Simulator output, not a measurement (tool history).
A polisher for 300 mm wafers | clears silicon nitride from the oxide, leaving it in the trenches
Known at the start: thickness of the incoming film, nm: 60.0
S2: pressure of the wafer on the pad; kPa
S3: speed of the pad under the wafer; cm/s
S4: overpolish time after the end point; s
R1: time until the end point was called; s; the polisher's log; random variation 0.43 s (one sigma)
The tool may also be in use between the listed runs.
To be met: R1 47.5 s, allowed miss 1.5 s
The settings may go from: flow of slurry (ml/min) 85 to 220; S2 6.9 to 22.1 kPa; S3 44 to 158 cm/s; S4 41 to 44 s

{"run": 1, "hour": 0.0, "flow of slurry (ml/min)": 140, "S2": 14.5, "S3": 100, "S4": 41, "R1": 71.913}
{"run": 2, "hour": 7.7, "flow of slurry (ml/min)": 145, "S2": 15.9, "S3": 100, "S4": 41, "R1": 65.779}
{"run": 3, "hour": 8.7, "flow of slurry (ml/min)": 145, "S2": 17.9, "S3": 100, "S4": 41, "R1": 57.446}
{"run": 4, "hour": 11.4, "flow of slurry (ml/min)": 150, "S2": 18.6, "S3": 100, "S4": 41, "R1": 54.53}
{"run": 5, "hour": 17.4, "flow of slurry (ml/min)": 150, "S2": 18.6, "S3": 100, "S4": 41, "R1": 55.461}
{"run": 6, "hour": 21.4, "flow of slurry (ml/min)": 150, "S2": 19.3, "S3": 100, "S4": 41, "R1": 51.911}
{"run": 7, "hour": 23.6, "flow of slurry (ml/min)": 150, "S2": 19.3, "S3": 100, "S4": 41, "R1": 52.826}
{"run": 8, "hour": 31.1, "flow of slurry (ml/min)": 155, "S2": 19.3, "S3": 100, "S4": 41, "R1": 51.834}
{"run": 9, "hour": 33.3, "flow of slurry (ml/min)": 160, "S2": 19.3, "S3": 100, "S4": 41, "R1": 53.015}
{"run": 10, "hour": 38.7, "flow of slurry (ml/min)": 160, "S2": 20, "S3": 100, "S4": 41, "R1": 49.58}
{"run": 11, "hour": 43.7, "flow of slurry (ml/min)": 165, "S2": 20, "S3": 100, "S4": 41, "R1": 50.333}

Which of these 5 next moves meets every target?
{"run": "A", "hour": 48.7, "flow of slurry (ml/min)": 165, "S2": 22.1, "S3": 86, "S4": 44, "R1": "?"}
{"run": "B", "hour": 48.7, "flow of slurry (ml/min)": 160, "S2": 19.3, "S3": 112, "S4": 41, "R1": "?"}
{"run": "C", "hour": 48.7, "flow of slurry (ml/min)": 120, "S2": 15.2, "S3": 132, "S4": 44, "R1": "?"}
{"run": "D", "hour": 48.7, "flow of slurry (ml/min)": 170, "S2": 21.4, "S3": 90, "S4": 44, "R1": "?"}
{"run": "E", "hour": 48.7, "flow of slurry (ml/min)": 175, "S2": 22.1, "S3": 86, "S4": 41, "R1": "?"}

move=A R1=52.9
move=B R1=46.913
move=C R1=53.622
move=D R1=51.969
move=E R1=52.395
A: further off than the last run
B: meets every target
C: further off than the last run
D: further off than the last run
E: further off than the last run
Move B is the one to make.
